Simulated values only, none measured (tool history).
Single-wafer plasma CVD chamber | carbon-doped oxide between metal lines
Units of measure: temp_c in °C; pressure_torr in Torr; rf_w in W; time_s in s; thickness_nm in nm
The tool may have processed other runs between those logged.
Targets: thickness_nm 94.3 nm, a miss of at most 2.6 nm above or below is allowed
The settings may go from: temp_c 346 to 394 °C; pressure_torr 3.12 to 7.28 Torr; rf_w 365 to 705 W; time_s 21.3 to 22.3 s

run  hour  temp_c  pressure_torr  rf_w  time_s  thickness_nm
  1     0     370            5.2   535    22.3        113.23
  2   3.5     370            5.2   535    22.3        112.92
  3   5.7     359            5.2   535    22.3        115.17
  4  13.7     359           5.91   535    22.3        116.99
  5  17.7     359           5.85   495      22        110.04
  6  18.8     359           5.85   495    22.3        111.05
  7  23.8     359            5.8   465    22.1        106.25
  8  31.4     362           5.14   380    21.7        87.382
  9  33.8     362           5.33   390    21.7        89.315
 10  38.8     362           5.47   395    21.7        90.538

Consider the 4 candidate settings below. Which is the only one whose results all fall within their allowed miss of target?
  A  43.8     356           5.62   365    21.3             ?
  B  43.8     362            5.5   450    21.6             ?
  C  43.8     363           5.18   435    21.3             ?
  D  43.8     375           5.73   390    21.3             ?

move  thickness_nm
   A        85.186
   B        100.02
   C        95.204
   D        86.427
A: its largest miss is bigger than the last run's
B: carries the result that was furthest off beyond its target, to the other side
C: all results in spec
D: its largest miss is bigger than the last run's
C meets every target.

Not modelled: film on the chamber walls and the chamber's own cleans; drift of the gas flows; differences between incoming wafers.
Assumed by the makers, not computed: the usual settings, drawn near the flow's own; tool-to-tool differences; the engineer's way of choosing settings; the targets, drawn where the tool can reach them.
